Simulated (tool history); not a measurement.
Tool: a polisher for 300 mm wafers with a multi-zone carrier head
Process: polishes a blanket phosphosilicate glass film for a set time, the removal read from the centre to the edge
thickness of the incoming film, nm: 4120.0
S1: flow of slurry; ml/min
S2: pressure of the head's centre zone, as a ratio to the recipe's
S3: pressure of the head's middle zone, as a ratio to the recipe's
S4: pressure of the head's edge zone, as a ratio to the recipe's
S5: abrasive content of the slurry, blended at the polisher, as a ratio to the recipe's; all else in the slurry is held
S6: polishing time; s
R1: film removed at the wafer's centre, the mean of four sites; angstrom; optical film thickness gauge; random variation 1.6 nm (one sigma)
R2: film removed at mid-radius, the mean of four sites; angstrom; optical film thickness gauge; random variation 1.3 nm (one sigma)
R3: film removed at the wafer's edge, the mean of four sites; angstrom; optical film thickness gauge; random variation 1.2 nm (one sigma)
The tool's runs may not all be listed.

run    day   S1    S2    S3    S4    S5  S6      R1      R2      R3
  1      0  150     1     1     1     1  42  2619.6  2604.9  2671.1
  2  0.296  150     1     1     1   1.1  42    2722  2673.6  2752.1
  3  0.467  150  0.92     1     1   1.1  42  2480.3    2734  2765.6
  4  0.804  150  0.92  1.03     1   1.1  42    2513  2735.1  2808.4
  5  1.017  130  0.96  0.97  1.06   0.9  37  2062.9  2084.6    2289
  6   1.35  120  0.95  0.92  1.03  0.75  35    1783  1750.3  1943.4

Forecast run 7:
  7  1.392  110  0.93  0.88  1.02  0.65  35   ?   ?   ?

Run 7 gave R1 1581.5 angstrom, R2 1576.5 angstrom, R3 1827.6 angstrom.
